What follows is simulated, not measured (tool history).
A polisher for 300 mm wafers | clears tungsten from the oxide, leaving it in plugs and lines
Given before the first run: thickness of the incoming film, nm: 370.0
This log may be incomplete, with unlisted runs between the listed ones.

| run | hour | flow of slurry (ml/min) | pressure of the wafer on the pad (psi) | speed of the pad under the wafer (cm/s) | abrasive content of the slurry | overpolish time after the end point (s) | time until the end point was called (s) |
|---|---|---|---|---|---|---|---|
| 1 | 0.0 | 195 | 3.7 | 98 | 1.00 | 3 | 88.837 |
| 2 | 3.4 | 195 | 3.6 | 98 | 1.00 | 3 | 86.399 |
| 3 | 10.7 | 195 | 4.4 | 98 | 1.00 | 3 | 71.902 |
| 4 | 14.1 | 195 | 4.2 | 98 | 1.00 | 3 | 76.471 |
| 5 | 20.8 | 195 | 4.2 | 98 | 1.15 | 3 | 74.205 |
| 6 | 24.0 | 195 | 4.2 | 86 | 1.15 | 3 | 84.901 |
| 7 | 26.9 | 195 | 4.1 | 86 | 1.15 | 3 | 86.259 |

Run 8 is up next; what results do you expect?
| 8 | 27.5 | 195 | 4.0 | 86 | 1.15 | 3 | ? |

Run 8 gave time until the end point was called (s) 89.673.
